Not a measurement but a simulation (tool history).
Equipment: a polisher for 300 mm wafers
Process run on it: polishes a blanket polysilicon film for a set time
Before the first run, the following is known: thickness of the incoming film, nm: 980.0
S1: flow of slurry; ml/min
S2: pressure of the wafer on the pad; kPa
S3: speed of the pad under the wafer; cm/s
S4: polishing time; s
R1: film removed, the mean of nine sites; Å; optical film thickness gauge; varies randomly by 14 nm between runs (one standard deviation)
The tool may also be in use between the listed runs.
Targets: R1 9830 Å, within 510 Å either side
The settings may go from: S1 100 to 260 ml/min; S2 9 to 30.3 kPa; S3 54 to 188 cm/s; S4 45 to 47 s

run  hour   S1    S2   S3  S4      R1
  1     0  165  19.3  120  45  5359.3
  2   3.2  165  19.3  134  45  5795.2
  3   8.7  165  21.4  136  45  6511.9
  4  11.9  165  23.4  138  45  7431.6
  5  17.2  165  23.4  138  45  7275.3
  6  19.2  165  24.8  138  45  7832.6
  7  24.6  165  24.8  138  45  7590.4
  8    28  165  26.2  140  45  8114.9
  9  33.9  165  26.2  140  45  8119.2
 10  42.9  165  26.9  140  45  8405.6
 11  49.6  165  27.6  140  45  8784.6
 12  57.3  165  28.3  140  45  8899.1
 13  65.4  165    29  140  45  9225.5
 14  68.1  165  29.6  140  45  9193.2

Exercise: of the 4 proposed moves below, exactly one satisfies all targets within the stated allowed misses. Which move is it?
  A  70.8  150  26.2  146  45   ?
  B  70.8  100  26.9  150  45   ?
  C  70.8  180  29.6  150  45   ?
  D  70.8  160  29.6  136  45   ?

move      R1
   A  8539.9
   B  8214.6
   C   10198
   D  9096.8
A: lands further from the targets than the last run did
B: lands further from the targets than the last run did
C: meets every target
D: lands further from the targets than the last run did
Answer: C

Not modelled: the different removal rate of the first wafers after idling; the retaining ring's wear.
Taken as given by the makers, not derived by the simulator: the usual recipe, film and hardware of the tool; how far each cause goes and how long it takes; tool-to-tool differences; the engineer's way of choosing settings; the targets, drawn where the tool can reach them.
